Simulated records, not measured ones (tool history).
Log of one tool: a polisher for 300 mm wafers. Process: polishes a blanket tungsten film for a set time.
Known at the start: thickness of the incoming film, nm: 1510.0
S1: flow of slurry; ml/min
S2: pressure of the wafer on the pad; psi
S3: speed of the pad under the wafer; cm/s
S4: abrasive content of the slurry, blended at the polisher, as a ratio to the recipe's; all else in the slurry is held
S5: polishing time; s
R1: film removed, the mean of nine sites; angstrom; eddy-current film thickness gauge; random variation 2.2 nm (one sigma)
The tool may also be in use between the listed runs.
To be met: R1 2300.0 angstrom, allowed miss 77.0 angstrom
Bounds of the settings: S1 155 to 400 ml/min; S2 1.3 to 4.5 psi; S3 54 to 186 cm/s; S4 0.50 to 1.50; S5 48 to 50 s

run,day,S1,S2,S3,S4,S5,R1
1,0.000,255,2.9,118,1.00,48,1906.1
2,0.033,255,2.9,118,0.80,48,1818.3
3,0.283,255,2.9,92,0.80,48,1442.6
4,0.329,255,2.9,92,0.60,48,1383.1
5,0.504,255,3.3,92,0.60,48,1510.1
6,0.571,310,3.3,92,0.60,48,1564.6
7,0.792,310,3.6,94,0.60,48,1768.7
8,0.838,310,3.8,94,0.60,48,1829.4
9,0.867,315,4.0,96,0.60,48,1985.0
10,1.225,315,4.0,96,0.60,48,1995.4
11,1.358,320,4.5,96,0.60,48,2227.0
12,1.617,320,4.5,96,0.60,48,2192.7
13,1.912,325,4.5,96,0.60,48,2222.9

Which of these 5 next moves meets every target?
A,2.208,340,4.5,94,0.50,48,?
B,2.208,340,4.3,108,0.50,48,?
C,2.208,255,4.0,104,0.55,50,?
D,2.208,365,4.1,96,0.65,48,?
E,2.208,375,3.7,106,0.75,48,?

move,R1
A,2134.9
B,2336.2
C,2159.1
D,2090.2
E,2140.9
A: further off than the last run
B: meets every target
C: further off than the last run
D: further off than the last run
E: further off than the last run
Answer: B
